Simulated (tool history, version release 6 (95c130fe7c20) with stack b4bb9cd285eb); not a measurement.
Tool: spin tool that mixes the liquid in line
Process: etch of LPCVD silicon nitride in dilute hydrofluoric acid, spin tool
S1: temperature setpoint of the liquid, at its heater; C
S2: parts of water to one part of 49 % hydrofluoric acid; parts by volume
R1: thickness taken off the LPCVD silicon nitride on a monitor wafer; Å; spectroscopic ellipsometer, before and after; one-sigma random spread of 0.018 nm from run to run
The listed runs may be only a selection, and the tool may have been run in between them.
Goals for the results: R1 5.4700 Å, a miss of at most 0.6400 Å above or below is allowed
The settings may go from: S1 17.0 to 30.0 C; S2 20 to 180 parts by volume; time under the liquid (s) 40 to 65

Run 1, day 0.000: S1 22.0 C, S2 100 parts by volume, time under the liquid (s) 65. Result: R1 2.5788 Å.
Run 2, day 0.096: S1 22.0 C, S2 100 parts by volume, time under the liquid (s) 40. Result: R1 1.5460 Å.
Run 3, day 0.292: S1 22.0 C, S2 100 parts by volume, time under the liquid (s) 40. Result: R1 1.6145 Å.
Run 4, day 0.488: S1 22.0 C, S2 100 parts by volume, time under the liquid (s) 40. Result: R1 1.5585 Å.
Run 5, day 0.529: S1 20.5 C, S2 100 parts by volume, time under the liquid (s) 40. Result: R1 1.4194 Å.
Run 6, day 0.621: S1 20.5 C, S2 70 parts by volume, time under the liquid (s) 40. Result: R1 2.0915 Å.
Run 7, day 0.725: S1 22.0 C, S2 65 parts by volume, time under the liquid (s) 40. Result: R1 2.4259 Å.
Run 8, day 0.946: S1 26.0 C, S2 25 parts by volume, time under the liquid (s) 60. Result: R1 11.5370 Å.
At day 1.292: hydrofluoric acid flow meter replaced.
Run 9, day 1.292: S1 25.0 C, S2 25 parts by volume, time under the liquid (s) 60. Result: R1 12.2460 Å.
Run 10, day 1.521: S1 24.0 C, S2 25 parts by volume, time under the liquid (s) 60. Result: R1 10.8910 Å.
Run 11, day 1.729: S1 23.0 C, S2 25 parts by volume, time under the liquid (s) 60. Result: R1 10.7690 Å.

Consider the 4 candidate settings below. Which is the only one whose results all fall within their allowed miss of target?
Run A, day 1.938: S1 24.0 C, S2 35 parts by volume, time under the liquid (s) 40. Result: R1 ?.
Run B, day 1.938: S1 23.5 C, S2 30 parts by volume, time under the liquid (s) 45. Result: R1 ?.
Run C, day 1.938: S1 24.0 C, S2 45 parts by volume, time under the liquid (s) 40. Result: R1 ?.
Run D, day 1.938: S1 22.0 C, S2 30 parts by volume, time under the liquid (s) 50. Result: R1 ?.

move      R1
   A  5.3052
   B  6.6972
   C  4.1533
   D  6.7123
A: in spec on every target
B: nearer than the last run, and not there yet
C: pushes the last run's worst result past its target
D: nearer than the last run, and not there yet
Move A is the one to make.

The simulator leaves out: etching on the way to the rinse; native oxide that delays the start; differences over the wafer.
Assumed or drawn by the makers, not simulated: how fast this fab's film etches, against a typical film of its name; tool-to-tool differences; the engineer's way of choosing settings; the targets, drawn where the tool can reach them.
